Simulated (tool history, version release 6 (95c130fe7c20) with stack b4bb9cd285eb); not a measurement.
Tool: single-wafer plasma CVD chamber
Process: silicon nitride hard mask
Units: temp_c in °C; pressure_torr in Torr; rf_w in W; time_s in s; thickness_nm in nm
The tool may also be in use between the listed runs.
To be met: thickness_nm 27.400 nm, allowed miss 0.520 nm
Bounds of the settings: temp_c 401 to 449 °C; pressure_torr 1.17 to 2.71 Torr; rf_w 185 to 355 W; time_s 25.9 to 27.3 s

Run 1, hour 0.0: temp_c 425 °C, pressure_torr 1.94 Torr, rf_w 270 W, time_s 27.3 s. Result: thickness_nm 30.998 nm.
Run 2, hour 6.6: temp_c 425 °C, pressure_torr 1.69 Torr, rf_w 270 W, time_s 27.3 s. Result: thickness_nm 29.101 nm.
Run 3, hour 12.6: temp_c 425 °C, pressure_torr 1.62 Torr, rf_w 270 W, time_s 27.3 s. Result: thickness_nm 29.135 nm.
Run 4, hour 18.9: temp_c 425 °C, pressure_torr 1.54 Torr, rf_w 270 W, time_s 27.3 s. Result: thickness_nm 28.293 nm.
Run 5, hour 21.9: temp_c 425 °C, pressure_torr 1.50 Torr, rf_w 270 W, time_s 27.3 s. Result: thickness_nm 27.878 nm.
Run 6, hour 25.9: temp_c 425 °C, pressure_torr 1.50 Torr, rf_w 235 W, time_s 27.3 s. Result: thickness_nm 26.007 nm.
Run 7, hour 31.4: temp_c 425 °C, pressure_torr 1.56 Torr, rf_w 235 W, time_s 27.3 s. Result: thickness_nm 26.220 nm.
Run 8, hour 33.8: temp_c 425 °C, pressure_torr 1.56 Torr, rf_w 235 W, time_s 27.3 s. Result: thickness_nm 25.952 nm.
Run 9, hour 37.4: temp_c 425 °C, pressure_torr 1.63 Torr, rf_w 235 W, time_s 27.3 s. Result: thickness_nm 26.549 nm.

Which of these 5 next moves meets every target?
Run A, hour 41.0: temp_c 423 °C, pressure_torr 1.61 Torr, rf_w 245 W, time_s 27.3 s. Result: thickness_nm ?.
Run B, hour 41.0: temp_c 436 °C, pressure_torr 1.76 Torr, rf_w 250 W, time_s 27.3 s. Result: thickness_nm ?.
Run C, hour 41.0: temp_c 418 °C, pressure_torr 1.60 Torr, rf_w 230 W, time_s 26.5 s. Result: thickness_nm ?.
Run D, hour 41.0: temp_c 409 °C, pressure_torr 1.46 Torr, rf_w 235 W, time_s 27.3 s. Result: thickness_nm ?.
Run E, hour 41.0: temp_c 421 °C, pressure_torr 1.24 Torr, rf_w 260 W, time_s 27.3 s. Result: thickness_nm ?.

move  thickness_nm
   A        27.146
   B        28.275
   C        25.371
   D        25.555
   E        24.902
A: meets every target
B: takes the result that was furthest off past its target
C: further off than the last run
D: further off than the last run
E: further off than the last run
The right move is A.
